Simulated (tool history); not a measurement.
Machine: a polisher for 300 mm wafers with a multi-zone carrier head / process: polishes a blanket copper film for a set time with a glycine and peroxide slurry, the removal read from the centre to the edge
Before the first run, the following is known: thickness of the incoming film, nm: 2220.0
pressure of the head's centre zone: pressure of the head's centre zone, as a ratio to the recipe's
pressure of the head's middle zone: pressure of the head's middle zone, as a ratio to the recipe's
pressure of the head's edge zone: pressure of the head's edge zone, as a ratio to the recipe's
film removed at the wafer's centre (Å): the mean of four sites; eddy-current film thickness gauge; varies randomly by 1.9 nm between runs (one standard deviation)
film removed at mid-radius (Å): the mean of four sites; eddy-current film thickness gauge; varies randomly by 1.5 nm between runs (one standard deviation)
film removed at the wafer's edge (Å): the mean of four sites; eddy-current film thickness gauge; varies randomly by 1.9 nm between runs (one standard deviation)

run    day  flow of slurry (ml/min)  pressure of the head's centre zone  pressure of the head's middle zone  pressure of the head's edge zone  polishing time (s)  film removed at the wafer's centre (Å)  film removed at mid-radius (Å)  film removed at the wafer's edge (Å)
  1  0.000                      180                                1.00                                1.00                              1.00                  36                                  2856.3                          2868.8                                2816.9
  2  0.304                      180                                1.00                                1.00                              1.04                  36                                  2858.8                          2815.4                                2886.2
  3  0.596                      180                                1.00                                0.94                              1.04                  36                                  2815.6                          2754.8                                2909.8
  4  0.658                      165                                0.98                                0.92                              1.04                  30                                  2315.1                          2227.0                                2389.9
  5  0.779                      155                                0.94                                0.90                              1.03                  26                                  1851.4                          1860.3                                2061.5
  6  0.917                      155                                0.87                                0.90                              1.03                  26                                  1676.4                          1849.4                                2095.3
  7  1.192                      150                                0.87                                0.88                              0.99                  24                                  1571.5                          1645.0                                1889.7
  8  1.317                      145                                0.86                                0.89                              0.95                  24                                  1537.6                          1684.6                                1864.1

Expected results for the next run?
  9  1.621                      140                                0.89                                0.84                              0.88                  19                                       ?                               ?                                     ?

film removed at the wafer's centre (Å): 1263.2
film removed at mid-radius (Å): 1261.8
film removed at the wafer's edge (Å): 1397.7
